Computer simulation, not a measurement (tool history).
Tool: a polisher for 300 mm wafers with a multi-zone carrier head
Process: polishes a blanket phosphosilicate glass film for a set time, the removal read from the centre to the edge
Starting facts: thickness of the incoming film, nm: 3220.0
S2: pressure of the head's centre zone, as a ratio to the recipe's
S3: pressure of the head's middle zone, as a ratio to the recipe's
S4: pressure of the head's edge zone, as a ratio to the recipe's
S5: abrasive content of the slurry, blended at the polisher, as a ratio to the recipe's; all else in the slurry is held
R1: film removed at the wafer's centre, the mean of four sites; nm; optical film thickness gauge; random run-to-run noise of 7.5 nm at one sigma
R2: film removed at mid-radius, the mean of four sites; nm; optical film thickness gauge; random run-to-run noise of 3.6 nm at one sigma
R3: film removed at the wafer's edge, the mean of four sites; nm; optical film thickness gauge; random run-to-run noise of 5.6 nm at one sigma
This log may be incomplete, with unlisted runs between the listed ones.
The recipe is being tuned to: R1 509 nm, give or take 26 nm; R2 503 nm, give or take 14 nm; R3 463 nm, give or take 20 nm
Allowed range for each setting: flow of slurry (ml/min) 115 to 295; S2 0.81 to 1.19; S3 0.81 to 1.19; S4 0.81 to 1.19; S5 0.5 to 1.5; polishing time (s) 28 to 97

Run 1, hour 0: flow of slurry (ml/min) 190, S2 1, S3 1, S4 1, S5 1, polishing time (s) 62. Result: R1 408.06 nm, R2 404.86 nm, R3 427.15 nm.
Run 2, hour 7.2: flow of slurry (ml/min) 190, S2 1, S3 1, S4 1, S5 1.2, polishing time (s) 62. Result: R1 449.3 nm, R2 443.85 nm, R3 476.36 nm.
Run 3, hour 11.5: flow of slurry (ml/min) 210, S2 1, S3 1, S4 1, S5 1.2, polishing time (s) 62. Result: R1 446.05 nm, R2 455.49 nm, R3 465.02 nm.
Run 4, hour 12.1: flow of slurry (ml/min) 210, S2 1, S3 1.05, S4 1, S5 1.2, polishing time (s) 62. Result: R1 452.97 nm, R2 477.64 nm, R3 483.6 nm.
Run 5, hour 13.2: flow of slurry (ml/min) 225, S2 1.03, S3 1.05, S4 0.98, S5 1.2, polishing time (s) 62. Result: R1 469.05 nm, R2 479.29 nm, R3 473.52 nm.
Run 6, hour 20.4: flow of slurry (ml/min) 225, S2 1.03, S3 1.05, S4 0.98, S5 1.2, polishing time (s) 69. Result: R1 518.85 nm, R2 535.71 nm, R3 536.03 nm.
Run 7, hour 27: flow of slurry (ml/min) 235, S2 1.04, S3 1.04, S4 0.94, S5 1.15, polishing time (s) 69. Result: R1 528.45 nm, R2 531.19 nm, R3 518.41 nm.
Run 8, hour 33.4: flow of slurry (ml/min) 240, S2 1.04, S3 1.04, S4 0.91, S5 1.1, polishing time (s) 69. Result: R1 509.25 nm, R2 511.99 nm, R3 491.97 nm.
At hour 40.6: slurry nozzle cleaned.
Run 9, hour 40.6: flow of slurry (ml/min) 240, S2 1.04, S3 1.04, S4 0.89, S5 1.1, polishing time (s) 69. Result: R1 562.39 nm, R2 555.66 nm, R3 527.55 nm.
Run 10, hour 49.1: flow of slurry (ml/min) 245, S2 1.06, S3 1.06, S4 0.9, S5 1.05, polishing time (s) 69. Result: R1 579.42 nm, R2 556.22 nm, R3 511.76 nm.
Run 11, hour 52.5: flow of slurry (ml/min) 245, S2 1.04, S3 1.05, S4 0.89, S5 1, polishing time (s) 69. Result: R1 534.49 nm, R2 536.1 nm, R3 493.57 nm.

Exercise: of the 5 proposed moves below, exactly one satisfies all targets within the stated allowed misses. Which move is it?
Run A, hour 55.9: flow of slurry (ml/min) 270, S2 0.94, S3 0.88, S4 0.84, S5 1.15, polishing time (s) 66. Result: R1 ?, R2 ?, R3 ?.
Run B, hour 55.9: flow of slurry (ml/min) 250, S2 1.15, S3 1.18, S4 0.81, S5 0.85, polishing time (s) 66. Result: R1 ?, R2 ?, R3 ?.
Run C, hour 55.9: flow of slurry (ml/min) 230, S2 0.92, S3 1.07, S4 0.89, S5 1.2, polishing time (s) 58. Result: R1 ?, R2 ?, R3 ?.
Run D, hour 55.9: flow of slurry (ml/min) 230, S2 1.07, S3 1.05, S4 0.85, S5 0.95, polishing time (s) 68. Result: R1 ?, R2 ?, R3 ?.
Run E, hour 55.9: flow of slurry (ml/min) 240, S2 1.04, S3 1.14, S4 0.87, S5 1.05, polishing time (s) 63. Result: R1 ?, R2 ?, R3 ?.

move      R1      R2      R3
   A  514.44  482.57   511.8
   B  506.26  504.14   412.5
   C   444.4  501.48  459.84
   D  521.79  503.89  463.75
   E     505  536.59  462.15
A: the result that was furthest off in the last run now lies on the other side of its target
B: corrects the largest miss of the last run, while another result sits out of spec
C: corrects the largest miss of the last run, while another result sits out of spec
D: hits every target within its allowed miss
E: neither nearer nor further off than the last run
So the answer is move D, the one that meets all the targets.

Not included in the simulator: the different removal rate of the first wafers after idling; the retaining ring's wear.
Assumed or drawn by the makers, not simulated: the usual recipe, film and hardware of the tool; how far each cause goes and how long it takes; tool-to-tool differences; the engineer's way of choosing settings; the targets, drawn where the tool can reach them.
